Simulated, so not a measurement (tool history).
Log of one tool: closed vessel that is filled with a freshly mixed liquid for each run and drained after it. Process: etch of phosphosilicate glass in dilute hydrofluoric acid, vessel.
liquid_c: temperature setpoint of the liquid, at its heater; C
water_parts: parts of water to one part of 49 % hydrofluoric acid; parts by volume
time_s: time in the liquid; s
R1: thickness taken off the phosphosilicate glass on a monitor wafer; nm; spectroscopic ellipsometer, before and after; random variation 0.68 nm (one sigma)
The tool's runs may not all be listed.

Run 1, day 0.000: liquid_c 25.0 C, water_parts 110 parts by volume, time_s 90 s. Result: R1 130.660 nm.
Run 2, day 0.192: liquid_c 24.0 C, water_parts 110 parts by volume, time_s 90 s. Result: R1 125.810 nm.
Run 3, day 0.329: liquid_c 23.5 C, water_parts 110 parts by volume, time_s 90 s. Result: R1 123.760 nm.
Run 4, day 0.392: liquid_c 23.0 C, water_parts 110 parts by volume, time_s 90 s. Result: R1 121.280 nm.
Run 5, day 0.458: liquid_c 23.0 C, water_parts 150 parts by volume, time_s 90 s. Result: R1 84.628 nm.
Run 6, day 0.629: liquid_c 24.0 C, water_parts 150 parts by volume, time_s 90 s. Result: R1 88.197 nm.
Run 7, day 0.725: liquid_c 25.0 C, water_parts 150 parts by volume, time_s 90 s. Result: R1 90.975 nm.
Run 8, day 0.833: liquid_c 25.5 C, water_parts 150 parts by volume, time_s 90 s. Result: R1 92.393 nm.
Run 9, day 0.904: liquid_c 26.0 C, water_parts 150 parts by volume, time_s 90 s. Result: R1 95.354 nm.

Forecast run 10:
Run 10, day 1.033: liquid_c 26.5 C, water_parts 150 parts by volume, time_s 90 s. Result: R1 ?.

{"run 10": {"R1": 96.414}}
